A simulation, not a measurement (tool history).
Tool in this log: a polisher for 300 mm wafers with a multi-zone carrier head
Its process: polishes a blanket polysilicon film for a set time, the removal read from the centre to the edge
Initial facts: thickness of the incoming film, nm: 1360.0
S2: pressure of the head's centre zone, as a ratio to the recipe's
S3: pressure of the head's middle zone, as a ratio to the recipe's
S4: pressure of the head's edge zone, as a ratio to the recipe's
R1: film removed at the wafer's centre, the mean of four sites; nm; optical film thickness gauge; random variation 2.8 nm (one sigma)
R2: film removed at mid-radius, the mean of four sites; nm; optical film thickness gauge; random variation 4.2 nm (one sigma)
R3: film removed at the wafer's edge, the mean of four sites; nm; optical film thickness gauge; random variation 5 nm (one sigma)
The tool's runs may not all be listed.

Run 1, day 0: flow of slurry (ml/min) 215, S2 1, S3 1, S4 1, polishing time (s) 60. Result: R1 469.29 nm, R2 456.08 nm, R3 452.77 nm.
Run 2, day 0.271: flow of slurry (ml/min) 235, S2 1, S3 1, S4 1, polishing time (s) 60. Result: R1 475.73 nm, R2 466.41 nm, R3 455.67 nm.
Run 3, day 0.308: flow of slurry (ml/min) 235, S2 0.92, S3 1, S4 1, polishing time (s) 60. Result: R1 435.01 nm, R2 456 nm, R3 447.19 nm.
Run 4, day 0.471: flow of slurry (ml/min) 235, S2 0.84, S3 1, S4 1, polishing time (s) 60. Result: R1 416.47 nm, R2 460.43 nm, R3 464.18 nm.
Run 5, day 0.792: flow of slurry (ml/min) 230, S2 0.84, S3 0.97, S4 0.99, polishing time (s) 57. Result: R1 387.98 nm, R2 422.08 nm, R3 437.02 nm.
Run 6, day 0.867: flow of slurry (ml/min) 230, S2 0.84, S3 0.97, S4 0.99, polishing time (s) 72. Result: R1 490.04 nm, R2 529.67 nm, R3 554.86 nm.
Run 7, day 0.925: flow of slurry (ml/min) 225, S2 0.84, S3 0.94, S4 0.97, polishing time (s) 67. Result: R1 457.36 nm, R2 483.29 nm, R3 503.41 nm.
Run 8, day 1.092: flow of slurry (ml/min) 220, S2 0.84, S3 0.92, S4 0.97, polishing time (s) 62. Result: R1 420.95 nm, R2 426.91 nm, R3 472.75 nm.

For run 9, what comes out?
Run 9, day 1.35: flow of slurry (ml/min) 215, S2 0.84, S3 0.91, S4 0.96, polishing time (s) 58. Result: R1 ?, R2 ?, R3 ?.

{"run 9": {"R1": 393.36, "R2": 396.39, "R3": 432.12}}
